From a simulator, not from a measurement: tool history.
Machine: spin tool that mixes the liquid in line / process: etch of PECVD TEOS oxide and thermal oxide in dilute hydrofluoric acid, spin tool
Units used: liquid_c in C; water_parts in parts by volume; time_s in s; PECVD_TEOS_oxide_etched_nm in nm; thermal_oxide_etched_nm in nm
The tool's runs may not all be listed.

{"run": 1, "hour": 0.0, "liquid_c": 23.0, "water_parts": 85, "time_s": 180, "PECVD_TEOS_oxide_etched_nm": 28.886, "thermal_oxide_etched_nm": 9.6146}
{"run": 2, "hour": 6.9, "liquid_c": 25.0, "water_parts": 85, "time_s": 180, "PECVD_TEOS_oxide_etched_nm": 31.476, "thermal_oxide_etched_nm": 10.358}
{"run": 3, "hour": 10.4, "liquid_c": 27.5, "water_parts": 85, "time_s": 180, "PECVD_TEOS_oxide_etched_nm": 34.493, "thermal_oxide_etched_nm": 11.54}
{"run": 4, "hour": 12.5, "liquid_c": 27.5, "water_parts": 85, "time_s": 250, "PECVD_TEOS_oxide_etched_nm": 47.796, "thermal_oxide_etched_nm": 16.132}
{"run": 5, "hour": 18.4, "liquid_c": 27.0, "water_parts": 85, "time_s": 250, "PECVD_TEOS_oxide_etched_nm": 46.793, "thermal_oxide_etched_nm": 15.618}
{"run": 6, "hour": 24.8, "liquid_c": 26.5, "water_parts": 85, "time_s": 250, "PECVD_TEOS_oxide_etched_nm": 45.951, "thermal_oxide_etched_nm": 15.293}

What does the tool deliver on the next run?
{"run": 7, "hour": 33.8, "liquid_c": 26.0, "water_parts": 85, "time_s": 250, "PECVD_TEOS_oxide_etched_nm": "?", "thermal_oxide_etched_nm": "?"}

Run 7 yielded PECVD_TEOS_oxide_etched_nm 44.594 nm, thermal_oxide_etched_nm 15.1260 nm.
